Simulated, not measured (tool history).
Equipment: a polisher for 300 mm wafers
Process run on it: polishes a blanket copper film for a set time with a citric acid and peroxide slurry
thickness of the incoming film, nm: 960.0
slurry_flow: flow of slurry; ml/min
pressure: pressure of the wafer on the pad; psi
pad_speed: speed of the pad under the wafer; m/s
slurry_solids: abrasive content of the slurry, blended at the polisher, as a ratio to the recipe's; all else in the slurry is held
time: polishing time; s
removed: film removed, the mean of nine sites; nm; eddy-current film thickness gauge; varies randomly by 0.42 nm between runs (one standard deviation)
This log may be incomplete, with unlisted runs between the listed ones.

run,hour,slurry_flow,pressure,pad_speed,slurry_solids,time,removed
1,0.0,270,2.7,1.14,1.0,35,87.095
2,5.0,270,2.7,1.14,1.0,35,86.244
3,7.6,270,2.7,1.14,1.2,35,90.216
4,13.1,270,2.7,1.34,1.2,35,103.920
5,20.5,270,2.3,1.34,1.2,35,90.753
6,29.1,270,2.0,1.34,1.2,35,78.979
7,33.2,270,2.0,1.34,1.2,35,79.247
8,37.1,270,1.8,1.18,1.2,35,64.159
9,45.4,270,1.7,1.06,1.2,35,52.756

For run 10, what comes out?
10,50.7,270,1.3,0.84,1.2,35,?

Logged for run 10: removed 33.740 nm.
